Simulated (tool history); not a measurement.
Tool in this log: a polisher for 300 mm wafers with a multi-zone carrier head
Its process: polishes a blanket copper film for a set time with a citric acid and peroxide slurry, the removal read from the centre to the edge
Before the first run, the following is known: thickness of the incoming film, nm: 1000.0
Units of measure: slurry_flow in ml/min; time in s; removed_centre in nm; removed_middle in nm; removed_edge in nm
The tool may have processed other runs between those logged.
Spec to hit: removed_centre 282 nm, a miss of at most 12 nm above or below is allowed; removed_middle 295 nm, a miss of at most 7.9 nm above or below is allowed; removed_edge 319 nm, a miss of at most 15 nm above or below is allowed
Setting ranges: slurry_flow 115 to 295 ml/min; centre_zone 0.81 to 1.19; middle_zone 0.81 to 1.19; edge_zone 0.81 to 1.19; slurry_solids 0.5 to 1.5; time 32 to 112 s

Run 1, hour 0: slurry_flow 190 ml/min, centre_zone 1, middle_zone 1, edge_zone 1, slurry_solids 1, time 72 s. Result: removed_centre 251.2 nm, removed_middle 249.04 nm, removed_edge 260.94 nm.
Run 2, hour 5.6: slurry_flow 190 ml/min, centre_zone 0.92, middle_zone 1, edge_zone 1, slurry_solids 1, time 72 s. Result: removed_centre 233.19 nm, removed_middle 248.36 nm, removed_edge 263.62 nm.
Run 3, hour 12.6: slurry_flow 190 ml/min, centre_zone 0.92, middle_zone 1, edge_zone 1.07, slurry_solids 1, time 72 s. Result: removed_centre 228.87 nm, removed_middle 251.15 nm, removed_edge 267.35 nm.
Run 4, hour 16.2: slurry_flow 190 ml/min, centre_zone 0.92, middle_zone 1, edge_zone 1.16, slurry_solids 1, time 72 s. Result: removed_centre 237.62 nm, removed_middle 248.08 nm, removed_edge 277.87 nm.
Run 5, hour 19.8: slurry_flow 190 ml/min, centre_zone 0.92, middle_zone 1.08, edge_zone 1.16, slurry_solids 1, time 72 s. Result: removed_centre 231.72 nm, removed_middle 265.19 nm, removed_edge 276.18 nm.
Run 6, hour 26.9: slurry_flow 195 ml/min, centre_zone 0.93, middle_zone 1.07, edge_zone 1.17, slurry_solids 1.05, time 72 s. Result: removed_centre 236.94 nm, removed_middle 268.98 nm, removed_edge 290 nm.
Run 7, hour 34.7: slurry_flow 245 ml/min, centre_zone 1.03, middle_zone 1.1, edge_zone 1.19, slurry_solids 1.1, time 72 s. Result: removed_centre 277.95 nm, removed_middle 283.07 nm, removed_edge 294.54 nm.
Run 8, hour 42.8: slurry_flow 245 ml/min, centre_zone 1.02, middle_zone 1.09, edge_zone 1.19, slurry_solids 1.15, time 72 s. Result: removed_centre 276.24 nm, removed_middle 283.67 nm, removed_edge 296.9 nm.
Run 9, hour 48: slurry_flow 245 ml/min, centre_zone 1.01, middle_zone 1.08, edge_zone 1.19, slurry_solids 1.2, time 72 s. Result: removed_centre 274.64 nm, removed_middle 288.55 nm, removed_edge 302.52 nm.
Run 10, hour 56.7: slurry_flow 245 ml/min, centre_zone 1.01, middle_zone 1.07, edge_zone 1.19, slurry_solids 1.25, time 72 s. Result: removed_centre 274.1 nm, removed_middle 284.17 nm, removed_edge 298.6 nm.

Next run, 4 choices. One meets every target within its allowed miss, the rest don't. Which?
Run A, hour 65.4: slurry_flow 180 ml/min, centre_zone 0.94, middle_zone 0.98, edge_zone 1.07, slurry_solids 1.1, time 86 s. Result: removed_centre ?, removed_middle ?, removed_edge ?.
Run B, hour 65.4: slurry_flow 240 ml/min, centre_zone 0.99, middle_zone 0.95, edge_zone 1.19, slurry_solids 1.2, time 76 s. Result: removed_centre ?, removed_middle ?, removed_edge ?.
Run C, hour 65.4: slurry_flow 205 ml/min, centre_zone 0.98, middle_zone 0.93, edge_zone 1.19, slurry_solids 1.4, time 83 s. Result: removed_centre ?, removed_middle ?, removed_edge ?.
Run D, hour 65.4: slurry_flow 270 ml/min, centre_zone 1.12, middle_zone 1.09, edge_zone 1.1, slurry_solids 1.3, time 72 s. Result: removed_centre ?, removed_middle ?, removed_edge ?.

move  removed_centre  removed_middle  removed_edge
   A          286.78          300.31        319.72
   B          283.76          273.47        311.66
   C          310.46          297.68        347.14
   D          314.58          299.87        291.57
A: every result lands within tolerance
B: the biggest miss grows against the last run
C: corrects the largest miss of the last run, while another result sits out of spec
D: corrects the largest miss of the last run, while another result sits out of spec
Go with A: it meets all targets.

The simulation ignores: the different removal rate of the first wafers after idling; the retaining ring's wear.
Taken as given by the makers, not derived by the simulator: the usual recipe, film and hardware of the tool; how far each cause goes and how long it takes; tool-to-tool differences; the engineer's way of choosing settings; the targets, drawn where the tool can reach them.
